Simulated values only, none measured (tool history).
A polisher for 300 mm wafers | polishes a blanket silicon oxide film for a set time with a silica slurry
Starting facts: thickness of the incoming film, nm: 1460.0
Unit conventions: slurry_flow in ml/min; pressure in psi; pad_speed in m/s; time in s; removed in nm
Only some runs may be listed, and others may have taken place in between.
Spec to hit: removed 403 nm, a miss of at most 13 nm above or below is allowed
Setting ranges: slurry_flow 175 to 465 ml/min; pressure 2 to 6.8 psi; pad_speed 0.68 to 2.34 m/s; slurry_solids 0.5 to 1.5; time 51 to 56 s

run	hour	slurry_flow	pressure	pad_speed	slurry_solids	time	removed
1	0	295	4.4	1.5	1	56	262.96
2	3.9	295	4.4	1.2	1	56	235.98
3	9.2	295	4.4	0.88	1	56	204.61
4	16.3	295	5.1	0.88	1	56	228.4
# hour 20.7: worn pad replaced by a new one
5	20.7	265	5.1	0.88	1	56	246.34
6	22	255	5.4	0.9	1	56	258.97
7	25.2	250	5.6	0.94	1	56	272.28
8	27.4	245	5.8	1	1	56	287.99
9	33.2	240	6	1.06	1	56	300.74
10	36.4	285	6.8	1.36	1	56	385.61
11	43.6	285	6.8	1.36	1	56	387.87

Of the 5 settings listed for the next run, only one would bring every result within its allowed miss of target. Which one?
A	50.8	285	6.6	1.56	1.05	55	?
B	50.8	355	6.6	1.68	0.9	51	?
C	50.8	295	6.6	1.4	1	52	?
D	50.8	290	6.6	1.28	1.05	56	?
E	50.8	340	6.7	1.32	1	54	?

move	removed
A	409.63
B	387.12
C	361.96
D	376.51
E	374.12
A: meets every target
B: about as far from the targets as the last run
C: moves away from the targets compared with the last run
D: moves away from the targets compared with the last run
E: moves away from the targets compared with the last run
The right move is A.

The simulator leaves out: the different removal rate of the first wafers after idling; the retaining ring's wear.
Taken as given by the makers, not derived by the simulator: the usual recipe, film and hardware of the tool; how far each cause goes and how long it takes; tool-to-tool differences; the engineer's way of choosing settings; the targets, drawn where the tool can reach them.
